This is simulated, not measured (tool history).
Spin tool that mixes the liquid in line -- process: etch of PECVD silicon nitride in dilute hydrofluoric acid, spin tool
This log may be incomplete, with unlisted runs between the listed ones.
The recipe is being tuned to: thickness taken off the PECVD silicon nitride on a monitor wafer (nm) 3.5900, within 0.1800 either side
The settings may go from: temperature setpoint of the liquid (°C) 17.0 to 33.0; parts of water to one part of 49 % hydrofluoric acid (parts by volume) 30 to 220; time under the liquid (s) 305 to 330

| run | day | temperature setpoint of the liquid (°C) | parts of water to one part of 49 % hydrofluoric acid (parts by volume) | time under the liquid (s) | thickness taken off the PECVD silicon nitride on a monitor wafer (nm) |
|---|---|---|---|---|---|
| 1 | 0.000 | 25.0 | 125 | 305 | 5.5353 |
| 2 | 0.146 | 28.5 | 125 | 305 | 6.9591 |
| 3 | 0.221 | 27.0 | 125 | 305 | 6.2828 |
| 4 | 0.292 | 27.0 | 125 | 305 | 6.3875 |
| 5 | 0.550 | 28.5 | 125 | 305 | 7.0382 |
| 6 | 0.804 | 27.0 | 125 | 305 | 6.3527 |
| 7 | 0.833 | 25.5 | 125 | 305 | 5.8584 |
| 8 | 0.942 | 24.0 | 125 | 305 | 5.2806 |
| 9 | 1.225 | 23.0 | 125 | 305 | 4.8684 |
| 10 | 1.454 | 22.0 | 125 | 305 | 4.5756 |
| 11 | 1.600 | 21.5 | 125 | 305 | 4.3873 |

Which of these 4 next moves meets every target?
| A | 1.746 | 17.5 | 135 | 305 | ? |
| B | 1.746 | 19.5 | 160 | 320 | ? |
| C | 1.746 | 18.5 | 125 | 310 | ? |
| D | 1.746 | 17.5 | 135 | 315 | ? |

| move | thickness taken off the PECVD silicon nitride on a monitor wafer (nm) |
|---|---|
| A | 3.0834 |
| B | 3.1437 |
| C | 3.6171 |
| D | 3.1844 |
A: takes the biggest miss from the last run beyond its target
B: takes the biggest miss from the last run beyond its target
C: hits every target within its allowed miss
D: takes the biggest miss from the last run beyond its target
C is the move that brings every result within its allowed miss.

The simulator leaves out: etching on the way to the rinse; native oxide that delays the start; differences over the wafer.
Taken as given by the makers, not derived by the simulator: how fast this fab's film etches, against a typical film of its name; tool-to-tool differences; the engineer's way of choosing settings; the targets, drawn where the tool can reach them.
